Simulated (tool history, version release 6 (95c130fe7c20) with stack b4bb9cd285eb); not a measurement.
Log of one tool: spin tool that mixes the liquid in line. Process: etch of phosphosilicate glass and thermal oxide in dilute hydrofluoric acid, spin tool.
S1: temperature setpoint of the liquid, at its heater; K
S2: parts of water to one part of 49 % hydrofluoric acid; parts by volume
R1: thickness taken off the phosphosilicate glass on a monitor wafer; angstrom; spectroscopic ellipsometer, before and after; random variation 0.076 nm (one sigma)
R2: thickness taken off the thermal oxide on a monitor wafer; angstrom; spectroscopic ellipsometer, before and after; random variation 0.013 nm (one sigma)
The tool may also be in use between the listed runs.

run 1 hour=0.0 | S1=299.15 S2=285 time_under_the_liquid_(s)=30 | R1=155.930 R2=4.5293
run 2 hour=2.0 | S1=299.15 S2=240 time_under_the_liquid_(s)=30 | R1=194.190 R2=5.4524
run 3 hour=2.7 | S1=299.15 S2=195 time_under_the_liquid_(s)=30 | R1=252.520 R2=6.2926
run 4 hour=4.7 | S1=299.15 S2=265 time_under_the_liquid_(s)=30 | R1=171.410 R2=4.2480
run 5 hour=11.0 | S1=297.15 S2=280 time_under_the_liquid_(s)=30 | R1=147.730 R2=4.1409
run 6 hour=13.1 | S1=299.15 S2=280 time_under_the_liquid_(s)=30 | R1=159.590 R2=4.1344
run 7 hour=16.6 | S1=297.65 S2=295 time_under_the_liquid_(s)=30 | R1=141.300 R2=3.9331
run 8 hour=20.7 | S1=296.15 S2=305 time_under_the_liquid_(s)=30 | R1=127.070 R2=3.5609
run 9 hour=27.7 | S1=295.15 S2=310 time_under_the_liquid_(s)=30 | R1=122.960 R2=3.1842
run 10 hour=34.5 | S1=294.65 S2=320 time_under_the_liquid_(s)=30 | R1=113.210 R2=2.8238
run 11 hour=43.4 | S1=294.65 S2=325 time_under_the_liquid_(s)=30 | R1=114.210 R2=3.0290
run 12 hour=45.1 | S1=294.15 S2=330 time_under_the_liquid_(s)=30 | R1=108.140 R2=3.0213
run 13 hour=48.2 | S1=293.65 S2=330 time_under_the_liquid_(s)=30 | R1=107.270 R2=2.8602

Forecast run 14:
-- hour=52.4 thermometer replaced
run 14 hour=52.4 | S1=293.15 S2=330 time_under_the_liquid_(s)=30 | R1=? R2=?

R1: 97.762 angstrom
R2: 2.6267 angstrom
